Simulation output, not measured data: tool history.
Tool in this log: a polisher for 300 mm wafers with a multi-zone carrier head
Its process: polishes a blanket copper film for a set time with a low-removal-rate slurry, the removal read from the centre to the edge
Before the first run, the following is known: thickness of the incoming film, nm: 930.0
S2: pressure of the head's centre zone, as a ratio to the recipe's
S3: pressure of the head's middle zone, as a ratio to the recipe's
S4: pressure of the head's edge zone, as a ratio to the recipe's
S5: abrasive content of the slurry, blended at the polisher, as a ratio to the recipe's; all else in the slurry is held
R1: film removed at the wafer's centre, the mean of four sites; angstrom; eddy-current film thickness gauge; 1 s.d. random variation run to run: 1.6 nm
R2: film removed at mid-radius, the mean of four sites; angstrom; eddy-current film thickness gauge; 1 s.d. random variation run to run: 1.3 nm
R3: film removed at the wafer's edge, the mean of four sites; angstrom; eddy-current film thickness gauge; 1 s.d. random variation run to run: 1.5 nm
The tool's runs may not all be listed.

run 1 hour=0.0 | flow_of_slurry_(ml/min)=215 S2=1.00 S3=1.00 S4=1.00 S5=1.00 polishing_time_(s)=37 | R1=1149.4 R2=1087.1 R3=1132.6
run 2 hour=1.3 | flow_of_slurry_(ml/min)=215 S2=1.00 S3=1.00 S4=0.92 S5=1.00 polishing_time_(s)=37 | R1=1109.2 R2=1094.7 R3=1095.2
run 3 hour=9.7 | flow_of_slurry_(ml/min)=215 S2=1.00 S3=1.00 S4=1.01 S5=1.00 polishing_time_(s)=37 | R1=1128.5 R2=1093.7 R3=1150.9
run 4 hour=13.6 | flow_of_slurry_(ml/min)=160 S2=1.00 S3=1.00 S4=1.01 S5=1.00 polishing_time_(s)=37 | R1=1074.6 R2=1021.1 R3=1136.6
run 5 hour=17.8 | flow_of_slurry_(ml/min)=185 S2=1.02 S3=1.04 S4=1.03 S5=1.10 polishing_time_(s)=37 | R1=1170.2 R2=1137.3 R3=1174.7
run 6 hour=22.0 | flow_of_slurry_(ml/min)=225 S2=1.02 S3=1.04 S4=1.03 S5=1.10 polishing_time_(s)=37 | R1=1184.4 R2=1166.1 R3=1193.9
run 7 hour=30.7 | flow_of_slurry_(ml/min)=240 S2=1.05 S3=1.08 S4=1.04 S5=1.15 polishing_time_(s)=37 | R1=1248.2 R2=1197.7 R3=1202.3
run 8 hour=38.0 | flow_of_slurry_(ml/min)=250 S2=1.06 S3=1.11 S4=1.03 S5=1.25 polishing_time_(s)=37 | R1=1284.1 R2=1288.4 R3=1234.5
run 9 hour=44.5 | flow_of_slurry_(ml/min)=255 S2=1.08 S3=1.13 S4=1.03 S5=1.30 polishing_time_(s)=37 | R1=1314.7 R2=1297.3 R3=1213.8

Run 10, settings as shown, results not yet in. Your forecast:
run 10 hour=48.9 | flow_of_slurry_(ml/min)=265 S2=1.09 S3=1.14 S4=1.04 S5=1.35 polishing_time_(s)=37 | R1=? R2=? R3=?

R1: 1375.0 angstrom
R2: 1352.4 angstrom
R3: 1243.4 angstrom
